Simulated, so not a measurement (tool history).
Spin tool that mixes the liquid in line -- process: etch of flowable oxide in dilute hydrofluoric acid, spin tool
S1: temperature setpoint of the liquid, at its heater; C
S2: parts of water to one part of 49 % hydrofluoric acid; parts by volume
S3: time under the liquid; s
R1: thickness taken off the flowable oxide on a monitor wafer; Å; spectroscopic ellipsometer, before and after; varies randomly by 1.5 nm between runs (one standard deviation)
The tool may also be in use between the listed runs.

run,day,S1,S2,S3,R1
1,0,21,100,165,593.3
2,0.108,23.5,100,165,661.03
3,0.45,26,100,165,723.39
4,0.804,26,100,175,775.31
5,1.004,26,75,175,1066.2
6,1.054,24,75,175,966.85
7,1.138,25,65,175,1175.4

What will run 8 give?
8,1.217,25.5,60,175,?

R1: 1317.9 Å
